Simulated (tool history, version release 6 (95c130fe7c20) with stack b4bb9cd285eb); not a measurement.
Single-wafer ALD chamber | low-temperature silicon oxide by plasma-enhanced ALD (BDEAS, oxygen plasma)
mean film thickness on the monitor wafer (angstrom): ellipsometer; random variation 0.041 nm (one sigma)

run	hour	heater temperature setpoint (deg C)	number of ALD cycles (cycles)	mean film thickness on the monitor wafer (angstrom)
1	0.0	95	67	102.360
2	1.7	88	67	105.060
3	4.5	94	63	96.431
4	9.0	94	67	102.790
5	18.1	94	61	93.219
6	20.1	99	60	90.571
7	24.6	103	59	87.796
8	30.6	106	58	85.768

The next listed run, before its measurement:
9	35.6	108	58	?

mean film thickness on the monitor wafer (angstrom): 85.363

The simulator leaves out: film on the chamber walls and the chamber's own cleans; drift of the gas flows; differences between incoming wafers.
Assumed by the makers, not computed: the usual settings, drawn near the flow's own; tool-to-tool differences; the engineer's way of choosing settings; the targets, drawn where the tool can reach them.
